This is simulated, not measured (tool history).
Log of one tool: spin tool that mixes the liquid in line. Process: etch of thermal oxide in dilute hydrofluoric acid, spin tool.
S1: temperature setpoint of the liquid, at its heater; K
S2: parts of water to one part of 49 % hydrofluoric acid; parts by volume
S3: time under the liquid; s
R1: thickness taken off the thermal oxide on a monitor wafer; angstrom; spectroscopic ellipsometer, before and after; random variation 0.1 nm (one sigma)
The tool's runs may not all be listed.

{"run": 1, "hour": 0.0, "S1": 295.15, "S2": 115, "S3": 315, "R1": 102.76}
{"run": 2, "hour": 1.6, "S1": 297.65, "S2": 100, "S3": 315, "R1": 132.64}
{"run": 3, "hour": 7.4, "S1": 297.65, "S2": 100, "S3": 340, "R1": 143}
{"run": 4, "hour": 10.7, "S1": 300.65, "S2": 100, "S3": 340, "R1": 160.44}
{"run": 5, "hour": 17.3, "S1": 297.65, "S2": 100, "S3": 340, "R1": 142.24}
{"run": 6, "hour": 24.8, "S1": 297.65, "S2": 100, "S3": 340, "R1": 143.88}

The next listed run, before its measurement:
{"run": 7, "hour": 27.2, "S1": 299.65, "S2": 95, "S3": 340, "R1": "?"}

R1: 164.87 angstrom
